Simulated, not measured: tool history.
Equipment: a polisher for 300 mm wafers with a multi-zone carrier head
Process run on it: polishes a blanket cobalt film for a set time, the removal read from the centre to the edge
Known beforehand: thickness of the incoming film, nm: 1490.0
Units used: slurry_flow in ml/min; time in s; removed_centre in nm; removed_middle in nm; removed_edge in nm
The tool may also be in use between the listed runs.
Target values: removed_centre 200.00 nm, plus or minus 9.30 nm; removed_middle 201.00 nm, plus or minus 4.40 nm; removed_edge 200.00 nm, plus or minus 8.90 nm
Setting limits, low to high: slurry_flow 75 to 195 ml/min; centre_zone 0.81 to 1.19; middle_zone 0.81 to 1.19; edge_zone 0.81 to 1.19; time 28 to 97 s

Run 1, hour 0.0: slurry_flow 125 ml/min, centre_zone 1.00, middle_zone 1.00, edge_zone 1.00, time 62 s. Result: removed_centre 244.34 nm, removed_middle 248.14 nm, removed_edge 246.71 nm.
Run 2, hour 7.8: slurry_flow 125 ml/min, centre_zone 1.00, middle_zone 1.00, edge_zone 1.00, time 74 s. Result: removed_centre 290.54 nm, removed_middle 296.98 nm, removed_edge 296.46 nm.
Run 3, hour 14.5: slurry_flow 125 ml/min, centre_zone 1.00, middle_zone 1.06, edge_zone 1.00, time 74 s. Result: removed_centre 291.60 nm, removed_middle 313.07 nm, removed_edge 301.34 nm.
Run 4, hour 20.8: slurry_flow 125 ml/min, centre_zone 1.05, middle_zone 1.06, edge_zone 1.00, time 74 s. Result: removed_centre 303.81 nm, removed_middle 308.04 nm, removed_edge 301.72 nm.
Run 5, hour 21.9: slurry_flow 125 ml/min, centre_zone 1.05, middle_zone 1.14, edge_zone 1.00, time 74 s. Result: removed_centre 313.26 nm, removed_middle 329.08 nm, removed_edge 295.06 nm.
Run 6, hour 26.0: slurry_flow 125 ml/min, centre_zone 1.05, middle_zone 1.14, edge_zone 1.00, time 60 s. Result: removed_centre 254.65 nm, removed_middle 268.29 nm, removed_edge 239.61 nm.
Run 7, hour 28.8: slurry_flow 90 ml/min, centre_zone 0.95, middle_zone 1.04, edge_zone 0.90, time 54 s. Result: removed_centre 181.99 nm, removed_middle 202.79 nm, removed_edge 195.63 nm.
Run 8, hour 30.4: slurry_flow 90 ml/min, centre_zone 0.97, middle_zone 1.03, edge_zone 0.91, time 54 s. Result: removed_centre 187.29 nm, removed_middle 202.11 nm, removed_edge 194.59 nm.
Run 9, hour 35.0: slurry_flow 90 ml/min, centre_zone 0.98, middle_zone 1.02, edge_zone 0.92, time 54 s. Result: removed_centre 186.44 nm, removed_middle 200.52 nm, removed_edge 193.42 nm.
Run 10, hour 35.7: slurry_flow 90 ml/min, centre_zone 0.99, middle_zone 1.01, edge_zone 0.94, time 54 s. Result: removed_centre 189.72 nm, removed_middle 197.39 nm, removed_edge 194.90 nm.

Pick the move, out of 5, that brings all results within their allowed miss; only one does.
Run A, hour 36.4: slurry_flow 95 ml/min, centre_zone 1.04, middle_zone 1.04, edge_zone 0.97, time 53 s. Result: removed_centre ?, removed_middle ?, removed_edge ?.
Run B, hour 36.4: slurry_flow 125 ml/min, centre_zone 0.88, middle_zone 0.97, edge_zone 1.04, time 50 s. Result: removed_centre ?, removed_middle ?, removed_edge ?.
Run C, hour 36.4: slurry_flow 90 ml/min, centre_zone 1.18, middle_zone 1.02, edge_zone 0.93, time 55 s. Result: removed_centre ?, removed_middle ?, removed_edge ?.
Run D, hour 36.4: slurry_flow 105 ml/min, centre_zone 0.99, middle_zone 1.05, edge_zone 0.91, time 54 s. Result: removed_centre ?, removed_middle ?, removed_edge ?.
Run E, hour 36.4: slurry_flow 100 ml/min, centre_zone 0.97, middle_zone 0.98, edge_zone 0.99, time 52 s. Result: removed_centre ?, removed_middle ?, removed_edge ?.

move  removed_centre  removed_middle  removed_edge
   A          204.29          201.08        200.40
   B          179.08          194.01        206.82
   C          234.95          201.22        201.36
   D          205.80          213.43        202.52
   E          190.72          190.92        201.00
A: each result inside its tolerance
B: moves away from the targets compared with the last run
C: pushes the last run's worst result past its target
D: puts the biggest miss on target and leaves a different result outside tolerance
E: puts the biggest miss on target and leaves a different result outside tolerance
Correct choice: A, which meets every target
